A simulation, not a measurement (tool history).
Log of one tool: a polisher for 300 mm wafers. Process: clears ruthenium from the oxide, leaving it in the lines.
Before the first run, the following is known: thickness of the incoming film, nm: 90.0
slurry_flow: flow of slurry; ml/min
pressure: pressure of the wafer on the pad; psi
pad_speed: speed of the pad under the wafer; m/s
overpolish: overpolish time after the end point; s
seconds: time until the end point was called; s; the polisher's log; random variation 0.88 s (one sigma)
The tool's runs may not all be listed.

run,hour,slurry_flow,pressure,pad_speed,overpolish,seconds
1,0.0,310,2.3,1.20,14,46.318
2,5.3,310,2.3,1.20,15,46.404
3,7.4,310,2.8,1.20,15,38.641
4,8.5,310,2.8,0.96,15,44.266
5,12.5,310,2.8,0.84,15,46.527
6,17.1,255,2.8,0.84,15,48.324
7,21.0,250,2.3,0.82,15,58.192
8,29.7,250,2.0,0.78,15,69.485
9,31.2,250,2.0,0.78,15,70.097
10,35.6,250,1.8,0.78,15,77.167
11,40.5,250,1.6,0.78,15,86.077

The next listed run, before its measurement:
12,44.5,250,1.5,0.78,15,?

{"run 12": {"seconds": 90.543}}
